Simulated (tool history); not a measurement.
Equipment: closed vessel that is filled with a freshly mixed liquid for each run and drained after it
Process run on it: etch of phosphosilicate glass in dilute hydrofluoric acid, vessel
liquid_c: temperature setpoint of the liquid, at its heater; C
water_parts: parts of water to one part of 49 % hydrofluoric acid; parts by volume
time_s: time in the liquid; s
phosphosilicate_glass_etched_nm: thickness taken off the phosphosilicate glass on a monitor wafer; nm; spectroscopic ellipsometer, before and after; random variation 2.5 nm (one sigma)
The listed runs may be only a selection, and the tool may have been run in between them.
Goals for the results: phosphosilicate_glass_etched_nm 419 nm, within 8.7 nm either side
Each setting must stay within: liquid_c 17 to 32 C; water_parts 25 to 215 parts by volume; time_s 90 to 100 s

run	hour	liquid_c	water_parts	time_s	phosphosilicate_glass_etched_nm
1	0	24	120	90	153.07
2	1.4	25	110	90	174.58
3	5.1	25.5	105	90	190.64
4	9.9	26	100	90	205.84
5	11.9	23	100	90	181.81
6	19.7	24	95	90	199.4
7	22.2	24	95	90	199.97
8	23.2	25	90	90	220.88
9	29.3	29	50	90	494.83
10	30.8	28.5	50	90	483.36
11	38.3	24.5	50	90	407.43
# hour 45.4: hydrofluoric acid flow meter replaced
12	45.4	25	50	90	397.59
13	51.4	25.5	50	90	406.24

Of the 4 settings listed for the next run, only one would bring every result within its allowed miss of target. Which one?
A	57.4	28	55	100	?
B	57.4	24	50	100	?
C	57.4	24	50	95	?
D	57.4	26	55	95	?

move	phosphosilicate_glass_etched_nm
A	443.32
B	417.74
C	396.86
D	388.77
A: takes the result that was furthest off past its target
B: in spec on every target
C: moves away from the targets compared with the last run
D: moves away from the targets compared with the last run
B meets every target.
